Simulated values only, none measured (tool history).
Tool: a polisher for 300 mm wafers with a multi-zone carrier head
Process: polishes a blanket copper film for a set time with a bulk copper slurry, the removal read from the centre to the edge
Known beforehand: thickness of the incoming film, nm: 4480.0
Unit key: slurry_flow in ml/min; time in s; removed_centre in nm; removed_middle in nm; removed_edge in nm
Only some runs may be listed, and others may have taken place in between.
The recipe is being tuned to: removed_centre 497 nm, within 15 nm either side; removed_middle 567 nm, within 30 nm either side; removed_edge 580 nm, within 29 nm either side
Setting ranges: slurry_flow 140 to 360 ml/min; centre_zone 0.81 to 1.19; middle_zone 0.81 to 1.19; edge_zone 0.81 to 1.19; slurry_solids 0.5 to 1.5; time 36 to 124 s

{"run": 1, "hour": 0.0, "slurry_flow": 230, "centre_zone": 1, "middle_zone": 1, "edge_zone": 1, "slurry_solids": 1, "time": 79, "removed_centre": 607.82, "removed_middle": 653.11, "removed_edge": 632.08}
{"run": 2, "hour": 4.5, "slurry_flow": 230, "centre_zone": 1, "middle_zone": 1, "edge_zone": 0.94, "slurry_solids": 1, "time": 79, "removed_centre": 614.96, "removed_middle": 655.56, "removed_edge": 622.34}
{"run": 3, "hour": 13.1, "slurry_flow": 230, "centre_zone": 1.09, "middle_zone": 1, "edge_zone": 0.94, "slurry_solids": 1, "time": 79, "removed_centre": 663.37, "removed_middle": 673.41, "removed_edge": 639.68}
{"run": 4, "hour": 14.4, "slurry_flow": 220, "centre_zone": 1.01, "middle_zone": 0.99, "edge_zone": 0.97, "slurry_solids": 0.95, "time": 79, "removed_centre": 609.52, "removed_middle": 631.66, "removed_edge": 602.31}
{"run": 5, "hour": 16.3, "slurry_flow": 275, "centre_zone": 1.01, "middle_zone": 0.99, "edge_zone": 0.97, "slurry_solids": 0.95, "time": 79, "removed_centre": 626.7, "removed_middle": 643.8, "removed_edge": 625.24}
{"run": 6, "hour": 21.4, "slurry_flow": 265, "centre_zone": 0.95, "middle_zone": 0.98, "edge_zone": 1, "slurry_solids": 0.95, "time": 79, "removed_centre": 594.41, "removed_middle": 649.96, "removed_edge": 630.58}
{"run": 7, "hour": 22.9, "slurry_flow": 255, "centre_zone": 0.91, "middle_zone": 0.95, "edge_zone": 1.01, "slurry_solids": 0.9, "time": 79, "removed_centre": 560.62, "removed_middle": 632.9, "removed_edge": 627.85}
{"run": 8, "hour": 25.9, "slurry_flow": 245, "centre_zone": 0.89, "middle_zone": 0.93, "edge_zone": 1.01, "slurry_solids": 0.85, "time": 79, "removed_centre": 532.58, "removed_middle": 612.67, "removed_edge": 616.54}
{"run": 9, "hour": 30.4, "slurry_flow": 235, "centre_zone": 0.89, "middle_zone": 0.92, "edge_zone": 1, "slurry_solids": 0.8, "time": 79, "removed_centre": 518.54, "removed_middle": 592.96, "removed_edge": 604.55}
{"run": 10, "hour": 35.4, "slurry_flow": 235, "centre_zone": 0.89, "middle_zone": 0.92, "edge_zone": 1, "slurry_solids": 0.8, "time": 79, "removed_centre": 529.25, "removed_middle": 577.44, "removed_edge": 618.77}
{"run": 11, "hour": 41.3, "slurry_flow": 235, "centre_zone": 0.88, "middle_zone": 0.94, "edge_zone": 0.98, "slurry_solids": 0.8, "time": 78, "removed_centre": 517.8, "removed_middle": 597.05, "removed_edge": 590.92}

Of the 4 settings listed for the next run, only one would bring every result within its allowed miss of target. Which one?
{"run": "A", "hour": 47.2, "slurry_flow": 220, "centre_zone": 0.85, "middle_zone": 0.9, "edge_zone": 0.9, "slurry_solids": 0.95, "time": 77, "removed_centre": "?", "removed_middle": "?", "removed_edge": "?"}
{"run": "B", "hour": 47.2, "slurry_flow": 235, "centre_zone": 0.9, "middle_zone": 1.09, "edge_zone": 0.89, "slurry_solids": 0.85, "time": 74, "removed_centre": "?", "removed_middle": "?", "removed_edge": "?"}
{"run": "C", "hour": 47.2, "slurry_flow": 235, "centre_zone": 0.94, "middle_zone": 0.86, "edge_zone": 1.07, "slurry_solids": 0.7, "time": 79, "removed_centre": "?", "removed_middle": "?", "removed_edge": "?"}
{"run": "D", "hour": 47.2, "slurry_flow": 270, "centre_zone": 0.92, "middle_zone": 0.93, "edge_zone": 1, "slurry_solids": 1, "time": 72, "removed_centre": "?", "removed_middle": "?", "removed_edge": "?"}

move=A removed_centre=503.81 removed_middle=581.92 removed_edge=586.48
move=B removed_centre=506.81 removed_middle=649.59 removed_edge=552.2
move=C removed_centre=543.89 removed_middle=548.63 removed_edge=613.97
move=D removed_centre=528.67 removed_middle=579.62 removed_edge=588.25
A: in spec on every target
B: meets the target for the result that was furthest off, but another lies outside its allowed miss
C: its largest miss is bigger than the last run's
D: its largest miss is bigger than the last run's
Answer: A
